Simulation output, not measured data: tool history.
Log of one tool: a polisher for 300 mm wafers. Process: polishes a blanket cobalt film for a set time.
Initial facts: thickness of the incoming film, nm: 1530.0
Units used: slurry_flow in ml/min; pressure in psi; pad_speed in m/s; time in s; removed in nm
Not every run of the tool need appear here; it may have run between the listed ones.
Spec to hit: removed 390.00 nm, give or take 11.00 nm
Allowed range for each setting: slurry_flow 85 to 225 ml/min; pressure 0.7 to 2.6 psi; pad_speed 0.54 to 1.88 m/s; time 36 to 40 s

run,hour,slurry_flow,pressure,pad_speed,time,removed
1,0.0,145,1.6,1.20,40,196.62
2,5.1,150,1.8,1.20,40,217.56
3,14.1,150,1.5,1.20,40,185.87
4,19.7,150,1.5,0.98,40,154.61
5,27.2,150,1.5,0.98,40,152.28
6,33.0,155,1.7,1.04,40,183.32
7,41.7,155,1.7,1.04,40,180.61
8,46.7,155,1.9,1.10,40,214.79
9,47.9,190,2.4,1.28,40,313.25

Consider the 4 candidate settings below. Which is the only one whose results all fall within their allowed miss of target?
A,49.1,220,2.0,1.16,36,?
B,49.1,200,2.0,1.30,36,?
C,49.1,200,2.3,1.64,40,?
D,49.1,200,2.4,1.26,36,?

move,removed
A,222.02
B,244.96
C,387.75
D,280.67
A: moves away from the targets compared with the last run
B: moves away from the targets compared with the last run
C: every result within its allowed miss
D: moves away from the targets compared with the last run
C is the move that brings every result within its allowed miss.

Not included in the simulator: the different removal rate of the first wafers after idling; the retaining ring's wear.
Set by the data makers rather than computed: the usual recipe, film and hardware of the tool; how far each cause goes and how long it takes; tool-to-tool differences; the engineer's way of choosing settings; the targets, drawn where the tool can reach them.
